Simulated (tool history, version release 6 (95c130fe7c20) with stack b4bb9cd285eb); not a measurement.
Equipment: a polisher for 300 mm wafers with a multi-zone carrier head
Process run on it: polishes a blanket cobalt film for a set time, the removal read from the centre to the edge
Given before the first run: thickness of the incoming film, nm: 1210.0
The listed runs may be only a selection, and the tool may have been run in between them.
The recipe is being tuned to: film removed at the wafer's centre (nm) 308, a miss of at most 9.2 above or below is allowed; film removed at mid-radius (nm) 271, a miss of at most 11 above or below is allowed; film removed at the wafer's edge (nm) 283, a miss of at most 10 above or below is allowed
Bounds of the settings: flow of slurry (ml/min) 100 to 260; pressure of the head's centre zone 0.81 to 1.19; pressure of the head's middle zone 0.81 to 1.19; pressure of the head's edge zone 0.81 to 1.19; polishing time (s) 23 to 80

run	hour	flow of slurry (ml/min)	pressure of the head's centre zone	pressure of the head's middle zone	pressure of the head's edge zone	polishing time (s)	film removed at the wafer's centre (nm)	film removed at mid-radius (nm)	film removed at the wafer's edge (nm)
1	0	165	1	1	1	51	223.46	223.01	230.72
2	3.6	185	1.05	1.02	1.04	53	254.14	242.98	246.41
3	4.7	200	1.07	1.02	1.08	54	266.45	244.53	259.69
4	8.2	200	1.07	1.02	1.14	54	269.61	245.75	263.66
5	9.9	210	1.09	1.04	1.15	55	281.69	255.83	274.81
6	14	210	1.09	0.97	1.15	55	279.37	241.36	268.59
7	19.1	220	1.1	1	1.14	55	280.91	244.41	274.32
8	25.5	215	1.12	1.04	1.15	55	287.36	261.61	274.26
9	26.4	220	1.14	1.04	1.16	55	292.07	257.87	275.26
10	33.6	225	1.15	1.05	1.16	55	293.89	258.98	274.57

Next run, 5 choices. One meets every target within its allowed miss, the rest don't. Which?
A	40.8	220	1.17	1.07	1.16	61	?	?	?
B	40.8	260	1.08	0.97	1.19	59	?	?	?
C	40.8	240	1.17	1.07	1.19	56	?	?	?
D	40.8	205	1.08	0.93	1.17	56	?	?	?
E	40.8	210	1.19	1	1.11	56	?	?	?

move	film removed at the wafer's centre (nm)	film removed at mid-radius (nm)	film removed at the wafer's edge (nm)
A	332.45	296.15	300.02
B	303.48	269.34	299.21
C	309.12	275	281.55
D	278.12	239.2	275.08
E	308.02	255.01	268.19
A: pushes the last run's worst result past its target
B: puts the biggest miss on target and leaves a different result outside tolerance
C: every result lands within tolerance
D: moves away from the targets compared with the last run
E: puts the biggest miss on target and leaves a different result outside tolerance
Move C is the one to make.

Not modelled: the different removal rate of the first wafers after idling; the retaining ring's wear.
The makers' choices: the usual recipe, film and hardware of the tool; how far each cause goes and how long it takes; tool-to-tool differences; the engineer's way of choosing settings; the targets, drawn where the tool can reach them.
